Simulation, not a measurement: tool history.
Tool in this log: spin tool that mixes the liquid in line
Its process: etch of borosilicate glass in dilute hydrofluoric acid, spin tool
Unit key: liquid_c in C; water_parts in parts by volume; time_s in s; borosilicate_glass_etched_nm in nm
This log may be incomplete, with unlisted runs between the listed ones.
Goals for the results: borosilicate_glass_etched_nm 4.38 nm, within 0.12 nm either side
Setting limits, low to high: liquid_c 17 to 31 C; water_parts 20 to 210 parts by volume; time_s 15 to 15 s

run  hour  liquid_c  water_parts  time_s  borosilicate_glass_etched_nm
  1     0        23          115      15                        5.0382
  2   7.1      22.5          115      15                        4.9596
  3  14.4      22.5          100      15                        5.8003
  4  17.2      22.5          100      15                        5.8013
  5  19.3        22          100      15                         5.652
  6  20.6      19.5          100      15                         5.142
  7  23.8        19          100      15                        5.0022
  8  29.8      18.5          100      15                        4.9134

Which one of the following 5 next-run settings gets every result inside its allowed miss? There is exactly one.
  A  35.8      18.5           85      15                             ?
  B  35.8        22           95      15                             ?
  C  35.8      18.5          105      15                             ?
  D  35.8        19           85      15                             ?
  E  35.8        17          105      15                             ?

move  borosilicate_glass_etched_nm
   A                        5.8359
   B                        5.9642
   C                        4.6229
   D                        5.9596
   E                         4.342
A: its largest miss is bigger than the last run's
B: its largest miss is bigger than the last run's
C: an improvement on the last run, though not all results are within tolerance
D: its largest miss is bigger than the last run's
E: every result lands within tolerance
E meets every target.

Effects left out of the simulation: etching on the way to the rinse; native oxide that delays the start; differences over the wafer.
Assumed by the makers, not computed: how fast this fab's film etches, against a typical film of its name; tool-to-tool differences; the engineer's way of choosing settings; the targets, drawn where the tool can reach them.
